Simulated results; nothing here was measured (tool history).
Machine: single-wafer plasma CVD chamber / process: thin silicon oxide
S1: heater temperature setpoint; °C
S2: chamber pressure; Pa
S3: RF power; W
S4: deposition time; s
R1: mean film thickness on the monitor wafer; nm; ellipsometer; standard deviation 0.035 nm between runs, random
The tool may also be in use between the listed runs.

run    day   S1    S2   S3    S4      R1
  1  0.000  395  87.9  290  4.68  6.4377
  2  0.304  395  76.0  290  4.68  5.6383
  3  0.538  395  81.6  290  4.68  5.9987
  4  0.846  395  81.6  270  4.68  5.7848
  5  0.908  395  86.5  270  4.68  6.1197
  6  1.062  395  72.9  270  4.68  5.2038

Run 7 is up next; what results do you expect?
  7  1.417  395  80.3  270  4.68   ?

R1: 5.6958 nm

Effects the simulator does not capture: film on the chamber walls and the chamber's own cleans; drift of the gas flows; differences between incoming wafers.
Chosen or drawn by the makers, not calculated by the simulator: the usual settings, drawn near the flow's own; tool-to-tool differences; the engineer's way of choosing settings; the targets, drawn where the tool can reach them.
